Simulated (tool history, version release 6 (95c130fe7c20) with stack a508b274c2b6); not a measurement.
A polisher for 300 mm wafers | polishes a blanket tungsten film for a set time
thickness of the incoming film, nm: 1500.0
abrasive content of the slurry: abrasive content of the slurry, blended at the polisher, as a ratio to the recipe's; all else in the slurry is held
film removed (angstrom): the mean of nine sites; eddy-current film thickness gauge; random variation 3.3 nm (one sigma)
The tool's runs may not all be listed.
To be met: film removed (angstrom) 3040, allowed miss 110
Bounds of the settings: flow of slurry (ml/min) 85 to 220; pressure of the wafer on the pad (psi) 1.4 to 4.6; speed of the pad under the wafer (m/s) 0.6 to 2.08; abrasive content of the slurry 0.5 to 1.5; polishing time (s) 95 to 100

run,day,flow of slurry (ml/min),pressure of the wafer on the pad (psi),speed of the pad under the wafer (m/s),abrasive content of the slurry,polishing time (s),film removed (angstrom)
1,0,140,3,1.34,1,95,3944.4
2,0.321,120,3,1.34,1,95,3783.5
3,0.425,120,3,1.5,1,95,4028
4,0.754,115,2.9,1.5,1,95,3881.7
5,0.975,135,2.9,1.5,1,95,4073.7
6,1.067,130,2.8,1.5,1,95,3968.2
7,1.412,130,2.8,1.5,1,95,3927
8,1.55,125,2.7,1.5,1,95,3763.9
9,1.7,120,2.6,1.5,1,95,3607.7
10,1.862,115,2.5,1.5,1,95,3447.7
11,2,110,2.5,1.5,1,95,3420.1
12,2.3,100,2.1,1.5,1,95,2812.6
13,2.412,105,2.1,1.5,1,95,2849.5
14,2.646,110,2.1,1.5,1,95,2925.4
15,2.917,115,2.1,1.5,1,95,2946.1

Which of these 4 next moves meets every target?
A,3.188,90,1.8,1.6,1.1,100,?
B,3.188,125,2,1.66,1,95,?
C,3.188,125,1.9,1.74,0.8,96,?
D,3.188,130,2,1.5,0.9,96,?

move,film removed (angstrom)
A,2713
B,3027.9
C,2853.1
D,2782.1
A: further off than the last run
B: meets every target
C: further off than the last run
D: further off than the last run
The right move is B.

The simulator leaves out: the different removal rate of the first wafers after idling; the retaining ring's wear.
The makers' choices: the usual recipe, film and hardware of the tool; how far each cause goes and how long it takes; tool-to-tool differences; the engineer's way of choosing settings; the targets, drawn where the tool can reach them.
